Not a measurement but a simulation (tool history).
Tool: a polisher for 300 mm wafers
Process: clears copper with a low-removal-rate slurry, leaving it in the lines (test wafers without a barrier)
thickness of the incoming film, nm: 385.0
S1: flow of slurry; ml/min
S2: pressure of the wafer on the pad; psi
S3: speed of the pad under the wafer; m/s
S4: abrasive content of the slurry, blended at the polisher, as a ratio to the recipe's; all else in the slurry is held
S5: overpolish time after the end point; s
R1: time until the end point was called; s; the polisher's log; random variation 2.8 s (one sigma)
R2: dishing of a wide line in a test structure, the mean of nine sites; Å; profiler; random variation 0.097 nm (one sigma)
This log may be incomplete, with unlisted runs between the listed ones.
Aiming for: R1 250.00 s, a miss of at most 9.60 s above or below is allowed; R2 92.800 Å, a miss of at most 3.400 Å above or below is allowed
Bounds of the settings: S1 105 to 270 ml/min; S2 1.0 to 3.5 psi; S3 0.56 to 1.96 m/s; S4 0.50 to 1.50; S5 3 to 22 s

run  hour   S1   S2    S3    S4  S5      R1      R2
  1   0.0  175  2.2  1.26  1.00  11  161.44  92.337
  2   9.1  175  2.8  1.26  1.00  11  130.12  97.098
  3  11.1  175  2.8  1.04  1.00  11  154.02  92.557
  4  17.6  175  2.8  1.04  0.80  11  157.11  91.161
  5  21.9  175  2.4  1.04  0.80  13  181.96  91.464
  6  24.8  175  2.4  1.04  0.65  13  190.67  93.141
  7  33.1  170  2.2  1.04  0.65  14  202.76  91.449
  8  40.0  170  1.6  0.98  0.65  19  291.47  90.010
  9  43.6  170  1.7  0.98  0.65  19  279.51  90.568
 10  52.0  170  1.8  0.98  0.65  19  259.71  92.577

Which one of the following 5 next-run settings gets every result inside its allowed miss? There is exactly one.
  A  60.4  175  1.3  1.40  0.65  20   ?   ?
  B  60.4  200  1.6  1.04  0.60  17   ?   ?
  C  60.4  175  1.9  0.90  0.50  21   ?   ?
  D  60.4  190  2.1  0.78  0.65  21   ?   ?
  E  60.4  170  2.2  0.94  0.70  17   ?   ?

move      R1      R2
   A  255.99  92.308
   B  277.60  86.294
   C  285.18  91.912
   D  283.53  92.289
   E  229.96  92.340
A: meets every target
B: moves away from the targets compared with the last run
C: moves away from the targets compared with the last run
D: moves away from the targets compared with the last run
E: pushes the last run's worst result past its target
Move A is the one to make.
